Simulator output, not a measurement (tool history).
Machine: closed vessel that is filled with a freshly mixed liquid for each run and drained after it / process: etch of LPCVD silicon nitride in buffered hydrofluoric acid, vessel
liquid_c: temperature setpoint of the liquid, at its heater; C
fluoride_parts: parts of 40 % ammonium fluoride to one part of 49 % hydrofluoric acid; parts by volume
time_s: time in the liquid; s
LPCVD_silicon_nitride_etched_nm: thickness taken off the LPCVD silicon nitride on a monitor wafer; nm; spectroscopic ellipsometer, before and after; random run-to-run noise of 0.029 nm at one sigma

run	hour	liquid_c	fluoride_parts	time_s	LPCVD_silicon_nitride_etched_nm
1	0.0	20.0	11.0	170	1.8738
2	1.0	20.0	11.0	130	1.4107
3	3.3	21.5	11.0	130	1.5271
4	10.8	18.0	11.0	130	1.2634
5	16.2	20.5	10.0	130	1.5947
6	17.4	20.5	8.5	130	1.8122
7	25.4	22.5	8.0	130	2.1505

What does the tool deliver on the next run?
8	32.6	24.0	8.0	130	?

LPCVD_silicon_nitride_etched_nm: 2.3459 nm
